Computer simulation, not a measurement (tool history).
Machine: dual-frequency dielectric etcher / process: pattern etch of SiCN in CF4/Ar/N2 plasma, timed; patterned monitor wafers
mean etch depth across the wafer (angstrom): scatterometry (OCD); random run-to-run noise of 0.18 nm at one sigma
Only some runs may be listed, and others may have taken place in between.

run,hour,source power (W),bias power (W),Ar flow (sccm),CF4 flow (sccm),etch time (s),mean etch depth across the wafer (angstrom)
1,0.0,400,66,115,81,85,613.43
2,8.3,400,71,115,81,85,624.87
3,17.2,400,71,115,89,85,634.32
4,25.7,400,71,115,77,85,621.92
5,33.9,400,62,115,77,85,599.70
6,35.8,430,63,115,77,85,644.91
7,36.5,450,63,115,77,85,677.40

Estimate the outcome of run 8 from the log above:
8,37.8,470,63,115,77,85,?

Run 8 yielded mean etch depth across the wafer (angstrom) 709.79.
